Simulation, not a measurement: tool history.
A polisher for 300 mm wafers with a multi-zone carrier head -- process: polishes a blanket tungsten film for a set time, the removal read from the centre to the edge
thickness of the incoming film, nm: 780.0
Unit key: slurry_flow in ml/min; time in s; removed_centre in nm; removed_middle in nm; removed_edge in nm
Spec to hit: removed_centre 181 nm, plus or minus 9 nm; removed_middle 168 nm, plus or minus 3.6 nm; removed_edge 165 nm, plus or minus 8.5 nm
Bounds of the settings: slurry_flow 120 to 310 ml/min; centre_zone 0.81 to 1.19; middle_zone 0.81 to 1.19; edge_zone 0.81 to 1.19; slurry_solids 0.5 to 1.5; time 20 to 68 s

run,day,slurry_flow,centre_zone,middle_zone,edge_zone,slurry_solids,time,removed_centre,removed_middle,removed_edge
1,0,200,1,1,1,1,44,306.22,312.63,323.52
2,0.104,200,1,0.96,1,1,44,298.65,301.61,317.83
3,0.404,200,1,0.96,1.06,1,44,305.85,304.62,332.42
4,0.604,200,1.01,0.95,1.01,0.9,41,282.31,270.36,284.58
5,0.775,195,0.99,0.93,0.98,0.85,39,258.32,251.42,268.21
# day 0.808: edge zone pressure recalibrated
6,0.808,195,0.99,0.93,0.98,0.7,39,252.67,234.82,242.2
7,1.038,190,0.98,0.92,0.96,0.65,37,226.77,215.06,217.66
8,1.154,185,0.98,0.91,0.94,0.6,36,210.05,201.54,210.88
9,1.421,240,1.08,0.96,0.84,0.5,25,165.31,144.48,134.3
10,1.733,240,1.08,0.97,0.88,0.5,25,162.07,145.3,136.31

Next run, 4 choices. One meets every target within its allowed miss, the rest don't. Which?
A,2.046,240,1.14,0.98,0.87,0.65,28,?,?,?
B,2.046,230,1.02,0.94,0.92,0.6,28,?,?,?
C,2.046,260,1.08,0.89,0.83,0.55,30,?,?,?
D,2.046,225,0.99,0.85,1.19,1,25,?,?,?

move,removed_centre,removed_middle,removed_edge
A,204.62,177.8,162.76
B,177.68,167,162.4
C,200.05,169.35,164.45
D,176.63,157.52,188.25
A: takes the result that was furthest off past its target
B: every result within its allowed miss
C: gets the furthest-off result to its target, but another result is out of tolerance
D: nearer the targets than the last run, but a result is still out of spec
Correct choice: B, which meets every target

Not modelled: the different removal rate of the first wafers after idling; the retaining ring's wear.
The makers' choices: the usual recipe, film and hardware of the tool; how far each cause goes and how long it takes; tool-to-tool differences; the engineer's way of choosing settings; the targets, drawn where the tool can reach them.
